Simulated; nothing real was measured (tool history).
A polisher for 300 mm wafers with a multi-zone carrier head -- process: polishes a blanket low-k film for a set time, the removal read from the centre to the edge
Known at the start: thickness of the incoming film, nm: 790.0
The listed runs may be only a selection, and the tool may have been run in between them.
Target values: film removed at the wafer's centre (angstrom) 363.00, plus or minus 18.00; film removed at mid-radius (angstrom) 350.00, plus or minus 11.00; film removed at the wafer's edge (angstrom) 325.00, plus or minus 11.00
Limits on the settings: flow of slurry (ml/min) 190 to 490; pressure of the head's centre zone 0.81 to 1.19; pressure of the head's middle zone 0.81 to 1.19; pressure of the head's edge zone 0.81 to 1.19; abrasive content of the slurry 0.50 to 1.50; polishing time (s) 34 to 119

run,day,flow of slurry (ml/min),pressure of the head's centre zone,pressure of the head's middle zone,pressure of the head's edge zone,abrasive content of the slurry,polishing time (s),film removed at the wafer's centre (angstrom),film removed at mid-radius (angstrom),film removed at the wafer's edge (angstrom)
1,0.000,315,1.00,1.00,1.00,1.00,76,438.27,419.06,426.12
2,0.325,315,1.00,1.00,0.98,0.95,76,413.59,406.82,404.98
3,0.679,315,1.08,1.00,0.98,0.95,76,444.34,415.23,400.38
4,0.975,315,1.08,0.99,0.96,0.90,76,426.27,388.06,387.57
5,1.012,315,1.08,1.00,0.94,0.90,76,423.55,396.63,371.60
6,1.233,310,1.07,0.99,0.92,0.90,76,424.76,391.30,378.64
7,1.588,315,1.06,1.03,0.92,0.65,75,302.99,287.15,264.74
8,1.854,310,1.09,1.07,1.00,0.85,75,411.12,388.31,374.51

4 candidate next runs follow, results not yet known. Just one meets every target within its allowed miss. Identify it.
A,2.121,490,1.10,1.19,0.82,0.85,72,?,?,?
B,2.121,250,1.06,0.98,1.14,0.95,85,?,?,?
C,2.121,280,1.07,1.06,0.97,0.85,73,?,?,?
D,2.121,320,1.11,1.11,1.03,0.75,74,?,?,?

move,film removed at the wafer's centre (angstrom),film removed at mid-radius (angstrom),film removed at the wafer's edge (angstrom)
A,416.29,420.39,328.98
B,493.34,440.60,482.08
C,395.33,373.31,351.74
D,373.53,353.02,328.38
A: gets the furthest-off result to its target, but another result is out of tolerance
B: its largest miss is bigger than the last run's
C: an improvement on the last run, though not all results are within tolerance
D: every result within its allowed miss
D is the move that brings every result within its allowed miss.

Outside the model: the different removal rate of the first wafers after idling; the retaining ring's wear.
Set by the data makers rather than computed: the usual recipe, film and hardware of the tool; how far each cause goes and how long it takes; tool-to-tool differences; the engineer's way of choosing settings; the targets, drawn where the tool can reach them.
